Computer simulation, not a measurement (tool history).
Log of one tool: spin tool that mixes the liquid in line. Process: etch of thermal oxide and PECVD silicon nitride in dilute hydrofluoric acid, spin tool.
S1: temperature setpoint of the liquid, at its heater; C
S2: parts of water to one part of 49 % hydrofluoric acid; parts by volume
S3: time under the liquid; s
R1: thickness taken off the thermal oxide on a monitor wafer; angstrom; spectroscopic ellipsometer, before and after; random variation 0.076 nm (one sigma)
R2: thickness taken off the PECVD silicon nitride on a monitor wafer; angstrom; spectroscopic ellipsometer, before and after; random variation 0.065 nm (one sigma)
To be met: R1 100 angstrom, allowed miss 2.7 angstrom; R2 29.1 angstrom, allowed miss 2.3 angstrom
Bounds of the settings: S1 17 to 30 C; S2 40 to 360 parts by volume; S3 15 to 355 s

Run 1, hour 0: S1 22 C, S2 200 parts by volume, S3 180 s. Result: R1 38.002 angstrom, R2 12.255 angstrom.
Run 2, hour 1: S1 22 C, S2 175 parts by volume, S3 180 s. Result: R1 44.403 angstrom, R2 13.566 angstrom.
Run 3, hour 8.2: S1 22 C, S2 200 parts by volume, S3 180 s. Result: R1 38.498 angstrom, R2 11.933 angstrom.
Run 4, hour 15.3: S1 22.5 C, S2 180 parts by volume, S3 180 s. Result: R1 43.962 angstrom, R2 14.249 angstrom.
Run 5, hour 18.2: S1 22.5 C, S2 180 parts by volume, S3 140 s. Result: R1 34.514 angstrom, R2 10.27 angstrom.
Run 6, hour 22.6: S1 23 C, S2 160 parts by volume, S3 140 s. Result: R1 40.042 angstrom, R2 12.235 angstrom.
Run 7, hour 25.7: S1 23.5 C, S2 140 parts by volume, S3 145 s. Result: R1 49.982 angstrom, R2 15.063 angstrom.
Run 8, hour 32.3: S1 24 C, S2 125 parts by volume, S3 145 s. Result: R1 57.177 angstrom, R2 17.998 angstrom.
Run 9, hour 36: S1 24 C, S2 115 parts by volume, S3 145 s. Result: R1 62.895 angstrom, R2 19.224 angstrom.
Run 10, hour 38.8: S1 24.5 C, S2 105 parts by volume, S3 145 s. Result: R1 71.96 angstrom, R2 22.757 angstrom.
Run 11, hour 42: S1 24.5 C, S2 100 parts by volume, S3 140 s. Result: R1 72.502 angstrom, R2 22.061 angstrom.

Which of these 4 next moves meets every target?
Run A, hour 45.2: S1 30 C, S2 145 parts by volume, S3 225 s. Result: R1 ?, R2 ?.
Run B, hour 45.2: S1 25.5 C, S2 175 parts by volume, S3 175 s. Result: R1 ?, R2 ?.
Run C, hour 45.2: S1 22.5 C, S2 105 parts by volume, S3 220 s. Result: R1 ?, R2 ?.
Run D, hour 45.2: S1 30 C, S2 135 parts by volume, S3 205 s. Result: R1 ?, R2 ?.

move      R1      R2
   A   94.78  34.316
   B  49.945    16.7
   C  101.11  28.646
   D  93.992  33.612
A: nearer than the last run, and not there yet
B: further off than the last run
C: meets every target
D: nearer than the last run, and not there yet
Answer: C
